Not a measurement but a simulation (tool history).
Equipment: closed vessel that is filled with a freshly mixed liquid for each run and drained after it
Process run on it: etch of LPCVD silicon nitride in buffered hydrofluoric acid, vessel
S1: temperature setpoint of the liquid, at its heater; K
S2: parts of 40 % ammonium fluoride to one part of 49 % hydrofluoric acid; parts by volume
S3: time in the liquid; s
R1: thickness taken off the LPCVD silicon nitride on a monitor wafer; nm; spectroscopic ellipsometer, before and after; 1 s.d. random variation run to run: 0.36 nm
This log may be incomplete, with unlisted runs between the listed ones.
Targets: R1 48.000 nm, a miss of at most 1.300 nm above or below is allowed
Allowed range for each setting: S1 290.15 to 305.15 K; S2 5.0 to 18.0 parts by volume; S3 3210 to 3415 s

{"run": 1, "hour": 0.0, "S1": 298.15, "S2": 11.0, "S3": 3210, "R1": 44.925}
{"run": 2, "hour": 5.3, "S1": 298.15, "S2": 11.0, "S3": 3210, "R1": 44.481}
{"run": 3, "hour": 10.2, "S1": 298.15, "S2": 13.5, "S3": 3210, "R1": 36.456}
{"run": 4, "hour": 16.9, "S1": 298.15, "S2": 13.5, "S3": 3210, "R1": 37.473}
{"hour": 22.9, "done": "thermometer replaced"}
{"run": 5, "hour": 22.9, "S1": 296.65, "S2": 13.5, "S3": 3210, "R1": 29.777}
{"run": 6, "hour": 24.3, "S1": 295.15, "S2": 13.5, "S3": 3210, "R1": 27.501}
{"run": 7, "hour": 30.3, "S1": 295.15, "S2": 13.5, "S3": 3210, "R1": 27.057}
{"run": 8, "hour": 36.4, "S1": 296.15, "S2": 13.5, "S3": 3210, "R1": 29.143}
{"run": 9, "hour": 44.2, "S1": 297.15, "S2": 13.5, "S3": 3210, "R1": 30.918}
{"run": 10, "hour": 51.4, "S1": 301.15, "S2": 13.0, "S3": 3210, "R1": 39.208}

Which of these 4 next moves meets every target?
{"run": "A", "hour": 58.6, "S1": 302.65, "S2": 17.0, "S3": 3405, "R1": "?"}
{"run": "B", "hour": 58.6, "S1": 302.15, "S2": 12.5, "S3": 3250, "R1": "?"}
{"run": "C", "hour": 58.6, "S1": 301.15, "S2": 11.0, "S3": 3350, "R1": "?"}
{"run": "D", "hour": 58.6, "S1": 301.15, "S2": 15.0, "S3": 3250, "R1": "?"}

move=A R1=34.392
move=B R1=43.211
move=C R1=47.852
move=D R1=34.280
A: misses by more than the last run did
B: better than the last run, though not everything is in spec
C: every result lands within tolerance
D: misses by more than the last run did
Go with C: it meets all targets.
